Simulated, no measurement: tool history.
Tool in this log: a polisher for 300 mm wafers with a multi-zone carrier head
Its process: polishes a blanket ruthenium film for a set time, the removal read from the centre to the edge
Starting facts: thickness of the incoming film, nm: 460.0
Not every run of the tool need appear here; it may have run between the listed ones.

run	hour	flow of slurry (ml/min)	pressure of the head's centre zone	pressure of the head's middle zone	pressure of the head's edge zone	polishing time (s)	film removed at the wafer's centre (nm)	film removed at mid-radius (nm)	film removed at the wafer's edge (nm)
1	0.0	235	1.00	1.00	1.00	82	84.177	90.587	92.034
2	2.6	185	1.00	1.00	1.00	82	81.580	88.229	87.676
3	8.0	185	1.00	1.00	1.00	61	58.559	66.245	65.544
4	8.7	210	1.02	0.99	1.04	67	68.543	71.440	74.032
5	13.9	210	1.07	0.99	1.04	67	72.543	73.980	74.403
6	14.5	210	1.07	0.99	1.11	67	71.246	72.988	76.702
# hour 16.0: centre zone pressure recalibrated
7	16.0	230	1.07	0.98	1.13	72	85.503	78.111	83.601
8	20.5	235	1.03	0.98	1.14	77	86.380	83.260	90.129
9	28.8	250	1.01	0.97	1.15	81	91.459	86.870	95.679
10	34.3	260	0.99	0.96	1.16	84	91.725	90.356	99.653

The next listed run, before its measurement:
11	35.5	265	0.99	0.94	1.17	87	?	?	?

{"run 11": {"film removed at the wafer's centre (nm)": 96.438, "film removed at mid-radius (nm)": 92.333, "film removed at the wafer's edge (nm)": 103.51}}

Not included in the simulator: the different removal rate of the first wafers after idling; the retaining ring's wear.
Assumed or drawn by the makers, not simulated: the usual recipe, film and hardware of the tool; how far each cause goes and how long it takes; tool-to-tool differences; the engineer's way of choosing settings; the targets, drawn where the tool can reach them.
